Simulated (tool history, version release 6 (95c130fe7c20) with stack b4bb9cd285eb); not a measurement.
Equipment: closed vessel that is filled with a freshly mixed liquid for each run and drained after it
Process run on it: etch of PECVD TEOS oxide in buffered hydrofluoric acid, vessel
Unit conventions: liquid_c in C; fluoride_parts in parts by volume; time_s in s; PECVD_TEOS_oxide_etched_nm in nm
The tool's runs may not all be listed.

run,hour,liquid_c,fluoride_parts,time_s,PECVD_TEOS_oxide_etched_nm
1,0.0,21.0,20,100,131.12
2,2.7,21.0,20,100,132.79
3,9.4,21.5,20,100,135.82
4,11.0,21.5,20,105,141.70
5,19.2,22.0,20,105,145.05
6,27.7,22.0,20,100,138.37

Estimate the outcome of run 7 from the log above:
7,35.2,22.5,20,100,?

{"run 7": {"PECVD_TEOS_oxide_etched_nm": 142.47}}
